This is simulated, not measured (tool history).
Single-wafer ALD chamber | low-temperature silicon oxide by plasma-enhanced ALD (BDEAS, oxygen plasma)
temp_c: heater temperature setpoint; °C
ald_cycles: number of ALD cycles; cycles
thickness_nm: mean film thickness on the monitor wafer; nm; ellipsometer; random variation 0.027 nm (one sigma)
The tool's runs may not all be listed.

run,hour,temp_c,ald_cycles,thickness_nm
1,0,120,45,6.2567
2,6.2,119,46,6.424
3,7.1,119,41,5.6507
4,12.7,118,42,5.7897
# hour 14.9: thermocouple changed; heater temperature recalibrated
5,14.9,118,39,5.445
6,18.9,114,39,5.4836
7,20.6,113,40,5.6459
8,25.2,112,41,5.7506
9,32.3,112,42,5.9355
10,40.8,111,43,6.0708
11,44.3,110,44,6.2294

Run 12 comes next. What will it give?
12,46.7,109,45,?

thickness_nm: 6.4124 nm
